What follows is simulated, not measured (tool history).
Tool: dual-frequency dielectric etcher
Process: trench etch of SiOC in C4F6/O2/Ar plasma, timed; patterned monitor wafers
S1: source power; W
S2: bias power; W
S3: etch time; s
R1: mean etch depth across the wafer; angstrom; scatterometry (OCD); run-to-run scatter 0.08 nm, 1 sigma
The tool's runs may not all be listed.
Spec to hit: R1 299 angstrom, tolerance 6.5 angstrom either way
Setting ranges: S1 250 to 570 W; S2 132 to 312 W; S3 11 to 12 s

| run | hour | S1 | S2 | S3 | R1 |
|---|---|---|---|---|---|
| 1 | 0 | 410 | 222 | 12 | 266.67 |
| 2 | 6.5 | 360 | 222 | 12 | 261.07 |
| 3 | 11.9 | 360 | 254 | 12 | 271.35 |
| 4 | 18.5 | 320 | 254 | 12 | 264.58 |
| 5 | 21.5 | 320 | 226 | 12 | 255.46 |
| 6 | 27.2 | 390 | 226 | 12 | 265.07 |
| 7 | 31.1 | 420 | 237 | 12 | 273.59 |
| 8 | 34.1 | 440 | 245 | 12 | 279.87 |
| 9 | 36 | 460 | 250 | 12 | 284.28 |
| 10 | 42.1 | 470 | 254 | 12 | 288.98 |
| 11 | 48.8 | 480 | 256 | 12 | 290.95 |

Consider the 4 candidate settings below. Which is the only one whose results all fall within their allowed miss of target?
| A | 55.5 | 530 | 263 | 12 | ? |
| B | 55.5 | 490 | 247 | 12 | ? |
| C | 55.5 | 480 | 267 | 11.5 | ? |
| D | 55.5 | 440 | 243 | 12 | ? |

| move | R1 |
|---|---|
| A | 301.04 |
| B | 288.95 |
| C | 283.12 |
| D | 280.1 |
A: all results land within tolerance of their targets
B: its largest miss is bigger than the last run's
C: its largest miss is bigger than the last run's
D: its largest miss is bigger than the last run's
Move A is the one to make.
